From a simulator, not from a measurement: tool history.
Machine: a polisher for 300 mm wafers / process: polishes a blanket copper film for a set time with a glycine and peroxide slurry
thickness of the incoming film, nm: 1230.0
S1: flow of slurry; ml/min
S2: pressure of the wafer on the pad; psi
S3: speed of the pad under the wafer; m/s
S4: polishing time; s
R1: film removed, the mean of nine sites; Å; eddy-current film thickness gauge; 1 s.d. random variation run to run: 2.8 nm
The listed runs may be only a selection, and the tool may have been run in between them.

| run | day | S1 | S2 | S3 | S4 | R1 |
|---|---|---|---|---|---|---|
| 1 | 0.000 | 195 | 3.1 | 1.04 | 66 | 3489.6 |
| 2 | 0.329 | 195 | 3.1 | 1.04 | 66 | 3498.9 |
| 3 | 0.596 | 195 | 2.6 | 0.96 | 66 | 2964.2 |
| 4 | 0.862 | 195 | 1.8 | 0.96 | 66 | 2318.3 |
| 5 | 1.208 | 195 | 1.7 | 0.92 | 66 | 2262.6 |
| 6 | 1.338 | 195 | 1.7 | 0.92 | 69 | 2364.3 |
| 7 | 1.408 | 195 | 1.6 | 0.86 | 69 | 2181.5 |

Expected results for the next run?
| 8 | 1.492 | 195 | 1.5 | 0.82 | 69 | ? |

R1: 2041.5 Å
